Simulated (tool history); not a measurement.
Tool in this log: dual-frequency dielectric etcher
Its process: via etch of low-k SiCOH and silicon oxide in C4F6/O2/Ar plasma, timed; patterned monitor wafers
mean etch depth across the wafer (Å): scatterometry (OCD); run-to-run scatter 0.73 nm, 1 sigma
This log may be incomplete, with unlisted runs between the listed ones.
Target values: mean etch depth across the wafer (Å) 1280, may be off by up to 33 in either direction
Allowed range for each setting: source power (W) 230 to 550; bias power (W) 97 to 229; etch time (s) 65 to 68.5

run,hour,source power (W),bias power (W),etch time (s),mean etch depth across the wafer (Å)
1,0,390,163,65,1428.8
2,3.2,370,161,65,1391.4
3,11.1,370,161,68.5,1472.5
4,15.9,350,159,68.5,1437.4
5,18.7,350,187,68.5,1487
6,26.2,330,185,68.5,1474.9
7,27.7,320,180,68,1430.3
8,30.8,310,177,68,1417.7
9,31.8,300,174,67.5,1399.1
10,33.3,290,171,67,1364.3
11,35.8,280,169,67,1352.8

Exercise: of the 5 proposed moves below, exactly one satisfies all targets within the stated allowed misses. Which move is it?
A,38.3,320,173,66.5,?
B,38.3,250,177,65,?
C,38.3,290,177,67.5,?
D,38.3,270,170,68.5,?
E,38.3,300,191,68.5,?

move,mean etch depth across the wafer (Å)
A,1389.1
B,1272.5
C,1378.7
D,1354.6
E,1444.9
A: further off than the last run
B: all results land within tolerance of their targets
C: further off than the last run
D: no nearer and no further than the last run
E: further off than the last run
Go with B: it meets all targets.

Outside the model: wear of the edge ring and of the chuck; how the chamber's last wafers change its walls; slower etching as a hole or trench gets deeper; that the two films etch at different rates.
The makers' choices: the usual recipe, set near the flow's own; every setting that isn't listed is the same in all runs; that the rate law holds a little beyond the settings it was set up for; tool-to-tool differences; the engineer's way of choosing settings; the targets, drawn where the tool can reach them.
